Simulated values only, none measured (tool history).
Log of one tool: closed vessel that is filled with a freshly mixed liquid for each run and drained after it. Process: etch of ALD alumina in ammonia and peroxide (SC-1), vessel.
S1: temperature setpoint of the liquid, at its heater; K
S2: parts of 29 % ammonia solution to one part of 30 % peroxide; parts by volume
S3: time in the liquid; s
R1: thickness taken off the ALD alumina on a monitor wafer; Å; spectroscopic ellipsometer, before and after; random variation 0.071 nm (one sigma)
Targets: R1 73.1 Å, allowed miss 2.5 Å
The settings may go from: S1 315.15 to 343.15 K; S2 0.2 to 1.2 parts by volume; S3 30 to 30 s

| run | hour | S1 | S2 | S3 | R1 |
|---|---|---|---|---|---|
| 1 | 0 | 331.15 | 0.7 | 30 | 49.142 |
| 2 | 6.8 | 333.65 | 0.7 | 30 | 55.203 |
| 3 | 15.5 | 335.15 | 0.7 | 30 | 60.052 |
| 4 | 24.2 | 335.15 | 0.7 | 30 | 60.565 |
| 5 | 31.6 | 341.65 | 0.7 | 30 | 82.029 |
| 6 | 33.2 | 341.15 | 0.7 | 30 | 82.07 |
| 7 | 38 | 340.65 | 0.7 | 30 | 78.038 |
| 8 | 39.5 | 340.15 | 0.7 | 30 | 76.727 |

Which of these 4 next moves meets every target?
| A | 41 | 341.15 | 0.75 | 30 | ? |
| B | 41 | 340.65 | 0.7 | 30 | ? |
| C | 41 | 339.15 | 0.65 | 30 | ? |
| D | 41 | 341.65 | 0.6 | 30 | ? |

| move | R1 |
|---|---|
| A | 81.552 |
| B | 79.076 |
| C | 72.958 |
| D | 81.82 |
A: further off than the last run
B: further off than the last run
C: meets every target
D: further off than the last run
The right move is C.
